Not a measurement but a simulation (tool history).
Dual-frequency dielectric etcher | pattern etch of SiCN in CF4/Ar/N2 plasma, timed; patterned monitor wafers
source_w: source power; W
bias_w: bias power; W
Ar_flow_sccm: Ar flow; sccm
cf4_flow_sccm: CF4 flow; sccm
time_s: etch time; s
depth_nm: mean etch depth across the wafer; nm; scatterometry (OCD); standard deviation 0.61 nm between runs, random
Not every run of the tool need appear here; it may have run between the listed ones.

run	hour	source_w	bias_w	Ar_flow_sccm	cf4_flow_sccm	time_s	depth_nm
1	0	580	78	74	66	132.5	151.86
2	3.7	580	90	74	66	132.5	159.57
3	5.8	580	90	85	66	132.5	157.08
4	6.7	550	89	85	66	132.5	148.26
5	13.5	530	89	85	66	132.5	144.46
6	15.8	510	89	85	66	132.5	137.23
7	23.2	500	89	85	66	132.5	133.9
8	25.9	500	89	85	66	132.5	133.75

Run 9 is up next; what results do you expect?
9	33.9	470	88	85	66	132.5	?

{"run 9": {"depth_nm": 125.36}}
